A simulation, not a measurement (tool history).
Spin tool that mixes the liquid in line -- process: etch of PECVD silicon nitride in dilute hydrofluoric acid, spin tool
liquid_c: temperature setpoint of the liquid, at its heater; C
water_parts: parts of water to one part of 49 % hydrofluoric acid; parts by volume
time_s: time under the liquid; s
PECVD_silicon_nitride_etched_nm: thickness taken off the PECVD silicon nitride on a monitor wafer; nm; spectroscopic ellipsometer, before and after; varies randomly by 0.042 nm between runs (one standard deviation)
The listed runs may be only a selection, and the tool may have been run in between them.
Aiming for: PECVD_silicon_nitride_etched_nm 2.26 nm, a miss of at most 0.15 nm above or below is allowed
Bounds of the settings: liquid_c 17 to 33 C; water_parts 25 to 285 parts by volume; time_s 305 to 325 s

run,hour,liquid_c,water_parts,time_s,PECVD_silicon_nitride_etched_nm
1,0,25,155,305,3.557
2,0.9,25,105,305,5.3505
3,8.8,25,105,305,5.5416
4,15.2,28,105,305,6.5337
5,20.4,28,105,325,6.8811
6,28.2,26,105,325,6.0278
7,34.3,24,120,325,4.4943
8,40.2,20,145,325,2.9514
9,48,19.5,150,325,2.7631
10,53.6,19,150,325,2.719
11,54.7,18.5,150,325,2.549
12,58,18,150,325,2.525

Which single option among these 4 for the next run brings every result within its allowed miss of target? Just one does.
A,61.3,23.5,175,325,?
B,61.3,22.5,190,305,?
C,61.3,21.5,155,325,?
D,61.3,19,165,305,?

move,PECVD_silicon_nitride_etched_nm
A,3.0956
B,2.5122
C,3.0629
D,2.2907
A: misses by more than the last run did
B: neither nearer nor further off than the last run
C: misses by more than the last run did
D: every result within its allowed miss
The right move is D.

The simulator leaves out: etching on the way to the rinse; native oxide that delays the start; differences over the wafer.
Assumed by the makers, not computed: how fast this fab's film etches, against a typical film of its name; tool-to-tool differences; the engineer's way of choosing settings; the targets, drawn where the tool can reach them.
